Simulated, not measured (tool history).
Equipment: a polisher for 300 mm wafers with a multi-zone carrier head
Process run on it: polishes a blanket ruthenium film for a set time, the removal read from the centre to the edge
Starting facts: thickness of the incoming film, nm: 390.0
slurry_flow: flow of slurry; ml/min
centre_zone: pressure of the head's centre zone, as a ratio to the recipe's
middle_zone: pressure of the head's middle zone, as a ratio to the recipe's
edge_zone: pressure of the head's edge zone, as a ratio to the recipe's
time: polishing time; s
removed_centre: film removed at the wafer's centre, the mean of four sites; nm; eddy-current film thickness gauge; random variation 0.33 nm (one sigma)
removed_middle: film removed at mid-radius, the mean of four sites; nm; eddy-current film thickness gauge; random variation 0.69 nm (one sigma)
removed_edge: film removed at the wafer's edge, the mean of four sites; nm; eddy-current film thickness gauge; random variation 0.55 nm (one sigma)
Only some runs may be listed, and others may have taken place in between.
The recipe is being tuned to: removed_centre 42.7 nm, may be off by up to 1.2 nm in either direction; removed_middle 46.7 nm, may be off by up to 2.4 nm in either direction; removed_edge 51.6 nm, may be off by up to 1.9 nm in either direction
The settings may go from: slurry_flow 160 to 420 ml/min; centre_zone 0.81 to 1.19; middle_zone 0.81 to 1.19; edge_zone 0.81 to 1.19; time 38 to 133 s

| run | hour | slurry_flow | centre_zone | middle_zone | edge_zone | time | removed_centre | removed_middle | removed_edge |
|---|---|---|---|---|---|---|---|---|---|
| 1 | 0 | 270 | 1 | 1 | 1 | 85 | 96.936 | 94.7 | 95.774 |
| 2 | 1.7 | 340 | 1 | 1 | 1 | 85 | 97.943 | 94.765 | 96.303 |
| 3 | 9.1 | 340 | 0.93 | 1 | 1 | 85 | 91.699 | 93.508 | 95.701 |
| 4 | 11.1 | 310 | 0.91 | 0.98 | 0.99 | 78 | 81.525 | 87.559 | 87.921 |
| 5 | 19.5 | 310 | 0.91 | 0.98 | 0.92 | 78 | 80.993 | 84.667 | 85.295 |
| 6 | 25.4 | 280 | 0.91 | 0.98 | 0.92 | 78 | 81.524 | 85.411 | 84.697 |
| 7 | 27.7 | 260 | 0.89 | 0.95 | 0.91 | 72 | 73.413 | 77.467 | 78.151 |
| 8 | 29.6 | 260 | 0.89 | 0.95 | 0.91 | 72 | 72.575 | 75.422 | 78.317 |
| 9 | 34.5 | 250 | 0.88 | 0.94 | 0.91 | 67 | 67.742 | 69.969 | 70.323 |
| 10 | 35.2 | 260 | 0.87 | 0.93 | 0.95 | 62 | 61.678 | 64.985 | 68.659 |
| 11 | 37.9 | 260 | 0.86 | 0.92 | 0.95 | 59 | 57.596 | 60.76 | 62.962 |
| 12 | 46.1 | 260 | 0.85 | 0.91 | 0.97 | 57 | 55.156 | 59.213 | 63.687 |
| 13 | 47.2 | 260 | 0.84 | 0.9 | 0.97 | 55 | 52.901 | 56.621 | 60.798 |
| 14 | 52.3 | 205 | 0.81 | 0.89 | 1.02 | 39 | 35.446 | 38.957 | 43.842 |
| 15 | 57.4 | 280 | 0.82 | 0.9 | 1.03 | 40 | 37.737 | 40.404 | 45.681 |

Exactly one of the 5 candidate moves below puts every result within its allowed miss. Which one?
| A | 62.5 | 215 | 0.87 | 1.03 | 0.84 | 44 | ? | ? | ? |
| B | 62.5 | 270 | 0.93 | 0.9 | 0.87 | 38 | ? | ? | ? |
| C | 62.5 | 280 | 0.85 | 0.94 | 1.09 | 44 | ? | ? | ? |
| D | 62.5 | 260 | 0.81 | 0.92 | 1.07 | 43 | ? | ? | ? |
| E | 62.5 | 290 | 0.86 | 0.81 | 1.16 | 45 | ? | ? | ? |

| move | removed_centre | removed_middle | removed_edge |
|---|---|---|---|
| A | 42.737 | 49.76 | 44.851 |
| B | 40.511 | 39.447 | 40.134 |
| C | 43.016 | 47.468 | 51.857 |
| D | 39.72 | 45.278 | 49.95 |
| E | 44.637 | 43.267 | 54.978 |
A: puts the biggest miss on target and leaves a different result outside tolerance
B: further off than the last run
C: all results in spec
D: gains on the last run, yet a result remains outside its allowed miss
E: takes the biggest miss from the last run beyond its target
Go with C: it meets all targets.
